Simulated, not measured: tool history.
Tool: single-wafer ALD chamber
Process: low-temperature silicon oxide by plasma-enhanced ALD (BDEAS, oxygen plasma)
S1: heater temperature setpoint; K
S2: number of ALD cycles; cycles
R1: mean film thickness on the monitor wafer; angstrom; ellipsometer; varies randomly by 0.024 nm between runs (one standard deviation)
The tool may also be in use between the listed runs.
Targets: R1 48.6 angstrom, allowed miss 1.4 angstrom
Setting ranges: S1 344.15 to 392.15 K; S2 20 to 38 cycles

{"run": 1, "hour": 0.0, "S1": 368.15, "S2": 29, "R1": 41.323}
{"run": 2, "hour": 6.1, "S1": 368.15, "S2": 25, "R1": 35.273}
{"run": 3, "hour": 8.4, "S1": 363.15, "S2": 25, "R1": 35.876}
{"run": 4, "hour": 14.0, "S1": 355.15, "S2": 25, "R1": 37.085}
{"run": 5, "hour": 16.4, "S1": 347.15, "S2": 25, "R1": 38.171}
{"run": 6, "hour": 21.0, "S1": 346.15, "S2": 27, "R1": 41.56}
{"run": 7, "hour": 27.7, "S1": 345.15, "S2": 28, "R1": 43.374}
{"run": 8, "hour": 28.4, "S1": 345.15, "S2": 28, "R1": 43.029}
{"run": 9, "hour": 30.9, "S1": 345.15, "S2": 29, "R1": 44.415}
{"run": 10, "hour": 34.7, "S1": 345.15, "S2": 30, "R1": 46.192}

Which one of the following 5 next-run settings gets every result inside its allowed miss? There is exactly one.
{"run": "A", "hour": 38.5, "S1": 347.15, "S2": 28, "R1": "?"}
{"run": "B", "hour": 38.5, "S1": 345.15, "S2": 29, "R1": "?"}
{"run": "C", "hour": 38.5, "S1": 347.15, "S2": 34, "R1": "?"}
{"run": "D", "hour": 38.5, "S1": 347.15, "S2": 32, "R1": "?"}
{"run": "E", "hour": 38.5, "S1": 347.15, "S2": 26, "R1": "?"}

move=A R1=42.706
move=B R1=44.532
move=C R1=51.858
move=D R1=48.807
move=E R1=39.656
A: its largest miss is bigger than the last run's
B: its largest miss is bigger than the last run's
C: the result that was furthest off in the last run now lies on the other side of its target
D: all results in spec
E: its largest miss is bigger than the last run's
The right move is D.
